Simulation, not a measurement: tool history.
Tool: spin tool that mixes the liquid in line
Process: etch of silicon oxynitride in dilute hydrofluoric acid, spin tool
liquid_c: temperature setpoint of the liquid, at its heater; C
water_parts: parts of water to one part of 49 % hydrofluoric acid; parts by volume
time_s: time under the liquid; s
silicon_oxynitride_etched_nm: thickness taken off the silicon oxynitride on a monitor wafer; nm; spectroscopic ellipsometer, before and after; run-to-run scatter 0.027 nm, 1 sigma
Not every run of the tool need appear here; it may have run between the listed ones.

run 1 hour=0.0 | liquid_c=23.0 water_parts=55 time_s=85 | silicon_oxynitride_etched_nm=2.0981
run 2 hour=8.5 | liquid_c=25.5 water_parts=50 time_s=85 | silicon_oxynitride_etched_nm=2.6632
run 3 hour=14.8 | liquid_c=25.5 water_parts=50 time_s=65 | silicon_oxynitride_etched_nm=2.0336
run 4 hour=18.2 | liquid_c=27.0 water_parts=40 time_s=65 | silicon_oxynitride_etched_nm=2.7577
run 5 hour=25.3 | liquid_c=28.0 water_parts=40 time_s=65 | silicon_oxynitride_etched_nm=2.8635
run 6 hour=30.1 | liquid_c=28.0 water_parts=40 time_s=65 | silicon_oxynitride_etched_nm=2.8465
-- hour=34.4 hydrofluoric acid flow meter replaced
run 7 hour=34.4 | liquid_c=29.0 water_parts=40 time_s=65 | silicon_oxynitride_etched_nm=3.2127

Predict the results of run 8:
run 8 hour=37.9 | liquid_c=29.5 water_parts=40 time_s=65 | silicon_oxynitride_etched_nm=?

For run 8 the tool returned silicon_oxynitride_etched_nm 3.3240 nm.

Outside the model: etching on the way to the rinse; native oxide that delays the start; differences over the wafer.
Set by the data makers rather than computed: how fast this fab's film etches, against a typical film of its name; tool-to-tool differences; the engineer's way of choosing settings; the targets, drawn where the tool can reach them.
